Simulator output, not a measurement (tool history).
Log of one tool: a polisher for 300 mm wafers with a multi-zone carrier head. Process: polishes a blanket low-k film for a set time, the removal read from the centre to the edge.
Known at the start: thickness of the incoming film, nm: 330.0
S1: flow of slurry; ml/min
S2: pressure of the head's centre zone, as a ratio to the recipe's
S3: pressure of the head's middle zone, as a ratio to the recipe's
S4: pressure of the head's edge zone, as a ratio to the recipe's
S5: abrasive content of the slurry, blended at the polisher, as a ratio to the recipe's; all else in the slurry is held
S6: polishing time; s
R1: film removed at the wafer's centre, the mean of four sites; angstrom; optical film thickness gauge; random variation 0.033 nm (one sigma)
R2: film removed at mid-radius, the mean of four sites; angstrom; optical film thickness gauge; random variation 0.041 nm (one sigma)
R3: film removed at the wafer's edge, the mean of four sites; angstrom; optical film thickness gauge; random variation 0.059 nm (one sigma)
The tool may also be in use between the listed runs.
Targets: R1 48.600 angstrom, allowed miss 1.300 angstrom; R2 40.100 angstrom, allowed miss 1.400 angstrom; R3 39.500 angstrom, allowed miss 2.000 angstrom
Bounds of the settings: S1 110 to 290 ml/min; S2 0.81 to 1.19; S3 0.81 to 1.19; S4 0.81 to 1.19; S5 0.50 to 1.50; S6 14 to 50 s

| run | hour | S1 | S2 | S3 | S4 | S5 | S6 | R1 | R2 | R3 |
|---|---|---|---|---|---|---|---|---|---|---|
| 1 | 0.0 | 185 | 1.00 | 1.00 | 1.00 | 1.00 | 32 | 71.239 | 71.490 | 70.998 |
| 2 | 8.5 | 185 | 1.00 | 1.00 | 0.93 | 1.00 | 32 | 70.789 | 71.142 | 68.759 |
| 3 | 10.3 | 185 | 0.94 | 1.00 | 0.93 | 1.00 | 32 | 66.896 | 71.211 | 67.813 |
| 4 | 13.8 | 185 | 0.94 | 1.00 | 0.98 | 1.00 | 32 | 67.302 | 70.589 | 69.324 |
| 5 | 19.4 | 185 | 0.91 | 1.00 | 0.98 | 1.00 | 32 | 64.734 | 71.801 | 68.275 |
| 6 | 23.1 | 195 | 0.95 | 0.99 | 0.94 | 0.90 | 30 | 61.037 | 63.394 | 64.262 |
| 7 | 31.7 | 175 | 1.00 | 1.00 | 0.91 | 0.90 | 28 | 58.451 | 58.915 | 56.806 |
| 8 | 34.2 | 160 | 1.04 | 0.99 | 0.89 | 0.80 | 27 | 54.217 | 52.525 | 50.817 |
| 9 | 40.5 | 160 | 1.04 | 0.99 | 0.89 | 0.80 | 27 | 54.342 | 52.599 | 49.973 |
| 10 | 42.3 | 150 | 1.06 | 0.97 | 0.88 | 0.75 | 27 | 52.255 | 49.134 | 48.738 |
| 11 | 46.2 | 150 | 1.09 | 0.97 | 0.87 | 0.70 | 27 | 52.009 | 47.814 | 45.571 |
| 12 | 54.0 | 145 | 1.10 | 0.95 | 0.86 | 0.65 | 27 | 50.203 | 44.171 | 43.293 |
| 13 | 57.0 | 125 | 1.14 | 0.93 | 0.81 | 0.55 | 27 | 45.326 | 38.120 | 37.222 |
| 14 | 61.9 | 130 | 1.14 | 0.93 | 0.82 | 0.55 | 27 | 45.836 | 38.884 | 38.773 |
| 15 | 67.9 | 160 | 1.18 | 0.95 | 0.82 | 0.55 | 27 | 49.927 | 40.878 | 39.469 |
| 16 | 72.8 | 155 | 1.18 | 0.95 | 0.82 | 0.55 | 27 | 49.989 | 41.183 | 38.892 |

5 next moves are on the table. One of them brings every result within its allowed miss. Which?
| A | 77.7 | 130 | 1.15 | 0.91 | 0.81 | 0.55 | 28 | ? | ? | ? |
| B | 77.7 | 160 | 1.14 | 0.98 | 0.81 | 0.55 | 28 | ? | ? | ? |
| C | 77.7 | 130 | 1.09 | 0.86 | 0.87 | 0.70 | 27 | ? | ? | ? |
| D | 77.7 | 160 | 1.19 | 1.07 | 0.81 | 0.60 | 25 | ? | ? | ? |
| E | 77.7 | 150 | 1.19 | 0.98 | 0.81 | 0.60 | 27 | ? | ? | ? |

| move | R1 | R2 | R3 |
|---|---|---|---|
| A | 48.248 | 39.619 | 38.866 |
| B | 50.528 | 43.839 | 40.201 |
| C | 50.465 | 42.066 | 44.326 |
| D | 49.569 | 43.877 | 37.711 |
| E | 52.685 | 43.841 | 40.367 |
A: meets every target
B: further off than the last run
C: further off than the last run
D: brings the result that was furthest off to its target, and leaves another outside
E: further off than the last run
The right move is A.

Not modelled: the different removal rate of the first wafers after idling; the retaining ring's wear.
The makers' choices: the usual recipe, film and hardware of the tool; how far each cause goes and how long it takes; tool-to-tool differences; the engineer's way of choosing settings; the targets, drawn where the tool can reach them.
